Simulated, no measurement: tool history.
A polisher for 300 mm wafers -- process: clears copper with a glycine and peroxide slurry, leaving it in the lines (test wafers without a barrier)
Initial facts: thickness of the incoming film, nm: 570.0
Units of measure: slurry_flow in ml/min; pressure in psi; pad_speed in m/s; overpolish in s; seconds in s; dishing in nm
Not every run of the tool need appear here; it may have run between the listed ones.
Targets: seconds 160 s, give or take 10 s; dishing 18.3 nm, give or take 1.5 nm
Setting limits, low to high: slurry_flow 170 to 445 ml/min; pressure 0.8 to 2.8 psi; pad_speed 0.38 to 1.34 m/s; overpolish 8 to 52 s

run 1 hour=0 | slurry_flow=285 pressure=1.8 pad_speed=0.86 overpolish=26 | seconds=135.49 dishing=55.296
run 2 hour=7.8 | slurry_flow=260 pressure=1.6 pad_speed=0.9 overpolish=22 | seconds=147.78 dishing=46.924
run 3 hour=14.6 | slurry_flow=260 pressure=1.4 pad_speed=0.94 overpolish=19 | seconds=155.26 dishing=41.936
run 4 hour=16.6 | slurry_flow=260 pressure=1 pad_speed=0.94 overpolish=19 | seconds=188.7 dishing=33.747
run 5 hour=24.1 | slurry_flow=295 pressure=1 pad_speed=0.96 overpolish=17 | seconds=192.29 dishing=29.822
run 6 hour=27.7 | slurry_flow=325 pressure=1 pad_speed=1.04 overpolish=15 | seconds=179.26 dishing=28.54
run 7 hour=35.2 | slurry_flow=350 pressure=1 pad_speed=1.1 overpolish=14 | seconds=172.54 dishing=27.614
run 8 hour=42.2 | slurry_flow=370 pressure=1 pad_speed=1.14 overpolish=13 | seconds=173.81 dishing=27.342
run 9 hour=45 | slurry_flow=370 pressure=1 pad_speed=1.14 overpolish=13 | seconds=166.19 dishing=26.346
run 10 hour=48.9 | slurry_flow=385 pressure=1 pad_speed=1.18 overpolish=12 | seconds=170.18 dishing=24.901
run 11 hour=50.1 | slurry_flow=395 pressure=1 pad_speed=1.22 overpolish=11 | seconds=163.66 dishing=23.249
run 12 hour=57.2 | slurry_flow=405 pressure=1 pad_speed=1.24 overpolish=10 | seconds=168.05 dishing=21.864
run 13 hour=64.6 | slurry_flow=415 pressure=1 pad_speed=1.26 overpolish=10 | seconds=161.67 dishing=21.95
run 14 hour=70.3 | slurry_flow=445 pressure=0.8 pad_speed=1.32 overpolish=8 | seconds=180.96 dishing=16.736

Next run, 5 choices. One meets every target within its allowed miss, the rest don't. Which?
run A hour=76 | slurry_flow=445 pressure=0.8 pad_speed=1.24 overpolish=8 | seconds=? dishing=?
run B hour=76 | slurry_flow=445 pressure=0.8 pad_speed=1.3 overpolish=8 | seconds=? dishing=?
run C hour=76 | slurry_flow=365 pressure=0.8 pad_speed=1.12 overpolish=11 | seconds=? dishing=?
run D hour=76 | slurry_flow=440 pressure=1 pad_speed=1.22 overpolish=8 | seconds=? dishing=?
run E hour=76 | slurry_flow=360 pressure=0.8 pad_speed=1.32 overpolish=8 | seconds=? dishing=?

move=A seconds=188.85 dishing=15.315
move=B seconds=185.2 dishing=15.573
move=C seconds=199.33 dishing=19.461
move=D seconds=165.7 dishing=17.273
move=E seconds=186.78 dishing=15.449
A: its largest miss is bigger than the last run's
B: its largest miss is bigger than the last run's
C: its largest miss is bigger than the last run's
D: every result lands within tolerance
E: its largest miss is bigger than the last run's
Go with D: it meets all targets.
